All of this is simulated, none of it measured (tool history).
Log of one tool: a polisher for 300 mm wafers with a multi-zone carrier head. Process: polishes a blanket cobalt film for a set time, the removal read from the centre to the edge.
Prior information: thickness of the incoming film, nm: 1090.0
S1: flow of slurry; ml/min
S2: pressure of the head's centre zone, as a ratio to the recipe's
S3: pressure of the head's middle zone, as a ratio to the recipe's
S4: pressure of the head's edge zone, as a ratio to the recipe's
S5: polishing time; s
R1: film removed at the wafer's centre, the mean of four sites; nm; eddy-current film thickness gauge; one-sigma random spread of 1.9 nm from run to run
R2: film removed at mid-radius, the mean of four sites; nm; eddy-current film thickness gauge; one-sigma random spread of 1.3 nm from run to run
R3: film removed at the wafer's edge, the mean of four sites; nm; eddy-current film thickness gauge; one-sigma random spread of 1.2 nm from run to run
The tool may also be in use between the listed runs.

run,day,S1,S2,S3,S4,S5,R1,R2,R3
1,0,300,1,1,1,43,192.76,195.81,184.07
2,0.079,335,1,1,1,43,189.92,193.01,186.87
3,0.4,365,1,1,1,43,194.57,196.43,186.82
4,0.621,365,1.02,1.02,0.95,36,164.91,166.77,155.85
5,0.725,365,0.98,1.02,0.95,36,158.38,168.74,153
6,1.033,355,1.02,1.05,0.9,31,143.81,146.78,130.48
7,1.217,340,1.03,1.07,0.87,29,135.61,134.8,118.03
8,1.488,315,1.03,1.09,0.85,29,134.2,137.27,117.17

Predict the results of run 9:
9,1.679,310,1.04,1.1,0.84,28,?,?,?

R1: 126.27 nm
R2: 134.79 nm
R3: 113.26 nm

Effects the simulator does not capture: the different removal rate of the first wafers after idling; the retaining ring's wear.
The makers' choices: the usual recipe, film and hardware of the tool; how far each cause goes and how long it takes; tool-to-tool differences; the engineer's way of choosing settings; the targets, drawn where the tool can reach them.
